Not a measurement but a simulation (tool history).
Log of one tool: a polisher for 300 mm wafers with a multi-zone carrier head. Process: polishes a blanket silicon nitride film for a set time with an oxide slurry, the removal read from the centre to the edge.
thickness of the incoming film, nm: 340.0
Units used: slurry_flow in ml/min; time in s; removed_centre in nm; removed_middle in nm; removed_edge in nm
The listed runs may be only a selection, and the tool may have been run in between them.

run    day  slurry_flow  centre_zone  middle_zone  edge_zone  slurry_solids  time  removed_centre  removed_middle  removed_edge
  1  0.000          130         1.00         1.00       1.00           1.00    61          49.347          49.679        49.584
  2  0.283          120         0.99         0.96       1.00           1.00    61          48.073          47.499        48.711
  3  0.454          130         0.99         0.96       1.00           1.00    61          49.000          47.541        50.217
  4  0.804          130         0.99         0.96       1.00           1.10    61          51.168          49.684        51.914
  5  0.967          150         0.99         0.96       1.00           1.10    61          53.378          53.061        52.858
  6  1.046          135         0.97         0.93       0.99           1.10    61          51.209          49.285        52.423
  7  1.204          125         0.96         0.91       0.98           1.05    61          48.936          46.684        50.552
  8  1.492          115         0.95         0.89       0.98           1.05    61          46.384          45.549        49.407

For run 9, what comes out?
  9  1.838          110         0.95         0.87       0.99           1.05    61               ?               ?             ?

removed_centre: 45.851 nm
removed_middle: 44.110 nm
removed_edge: 49.740 nm

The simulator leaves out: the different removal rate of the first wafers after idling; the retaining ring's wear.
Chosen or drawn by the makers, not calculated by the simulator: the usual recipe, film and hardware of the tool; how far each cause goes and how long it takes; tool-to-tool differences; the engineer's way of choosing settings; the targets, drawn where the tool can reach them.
